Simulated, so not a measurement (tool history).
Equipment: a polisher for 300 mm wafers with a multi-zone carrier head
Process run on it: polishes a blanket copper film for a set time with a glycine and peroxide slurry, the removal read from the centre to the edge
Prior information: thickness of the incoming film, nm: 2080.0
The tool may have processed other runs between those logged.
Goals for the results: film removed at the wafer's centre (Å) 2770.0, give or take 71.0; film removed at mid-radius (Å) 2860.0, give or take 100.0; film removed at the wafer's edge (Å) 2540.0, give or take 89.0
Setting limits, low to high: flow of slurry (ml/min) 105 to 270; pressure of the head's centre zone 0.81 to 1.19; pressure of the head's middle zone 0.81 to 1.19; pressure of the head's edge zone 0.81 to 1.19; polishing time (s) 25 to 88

run  hour  flow of slurry (ml/min)  pressure of the head's centre zone  pressure of the head's middle zone  pressure of the head's edge zone  polishing time (s)  film removed at the wafer's centre (Å)  film removed at mid-radius (Å)  film removed at the wafer's edge (Å)
  1   0.0                      175                                1.00                                1.00                              1.00                  56                                  2905.8                          2862.6                                2941.6
  2   9.0                      175                                1.00                                1.00                              1.00                  44                                  2256.5                          2292.5                                2341.0
  3  16.8                      175                                1.00                                1.00                              0.94                  44                                  2267.5                          2298.9                                2252.7
  4  25.8                      205                                1.00                                1.00                              0.94                  44                                  2328.6                          2361.7                                2284.9
  5  31.3                      215                                1.03                                1.04                              0.96                  45                                  2424.8                          2508.5                                2383.1
  6  32.0                      225                                1.06                                1.06                              0.96                  46                                  2548.7                          2603.2                                2422.1
  7  37.9                      230                                1.07                                1.08                              0.96                  46                                  2599.3                          2640.1                                2436.2
  8  46.0                      235                                1.08                                1.10                              0.96                  46                                  2637.9                          2699.2                                2441.7
  9  47.2                      240                                1.09                                1.11                              0.97                  46                                  2645.5                          2766.6                                2455.4
 10  48.0                      245                                1.10                                1.11                              0.98                  46                                  2670.3                          2770.0                                2481.4
 11  52.0                      250                                1.11                                1.11                              0.98                  46                                  2691.7                          2763.5                                2537.1

Next run, 4 choices. One meets every target within its allowed miss, the rest don't. Which?
  A  56.0                      265                                1.09                                1.11                              1.00                  47                                       ?                               ?                                     ?
  B  56.0                      265                                1.11                                1.08                              1.06                  45                                       ?                               ?                                     ?
  C  56.0                      240                                1.08                                1.04                              1.03                  46                                       ?                               ?                                     ?
  D  56.0                      240                                1.08                                1.04                              1.05                  47                                       ?                               ?                                     ?

move  film removed at the wafer's centre (Å)  film removed at mid-radius (Å)  film removed at the wafer's edge (Å)
   A                                  2772.8                          2829.8                                2582.9
   B                                  2689.1                          2646.2                                2528.6
   C                                  2660.0                          2589.5                                2535.9
   D                                  2717.8                          2645.8                                2609.9
A: meets every target
B: moves away from the targets compared with the last run
C: moves away from the targets compared with the last run
D: brings the last run's worst result on target, with another outside its allowed miss
The right move is A.
